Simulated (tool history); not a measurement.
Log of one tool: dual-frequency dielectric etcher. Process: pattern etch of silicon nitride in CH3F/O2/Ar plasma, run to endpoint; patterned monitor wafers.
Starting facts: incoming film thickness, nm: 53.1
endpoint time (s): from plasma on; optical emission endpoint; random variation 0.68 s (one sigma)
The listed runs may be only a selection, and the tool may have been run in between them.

{"run": 1, "hour": 0.0, "source power (W)": 470, "bias power (W)": 69, "endpoint time (s)": 82.991}
{"run": 2, "hour": 8.6, "source power (W)": 450, "bias power (W)": 68, "endpoint time (s)": 85.042}
{"run": 3, "hour": 14.2, "source power (W)": 430, "bias power (W)": 67, "endpoint time (s)": 87.918}
{"run": 4, "hour": 16.4, "source power (W)": 430, "bias power (W)": 71, "endpoint time (s)": 85.683}
{"run": 5, "hour": 19.2, "source power (W)": 410, "bias power (W)": 70, "endpoint time (s)": 88.312}
{"run": 6, "hour": 23.2, "source power (W)": 400, "bias power (W)": 70, "endpoint time (s)": 89.404}

What will run 7 give?
{"run": 7, "hour": 30.5, "source power (W)": 390, "bias power (W)": 70, "endpoint time (s)": "?"}

{"run 7": {"endpoint time (s)": 89.815}}
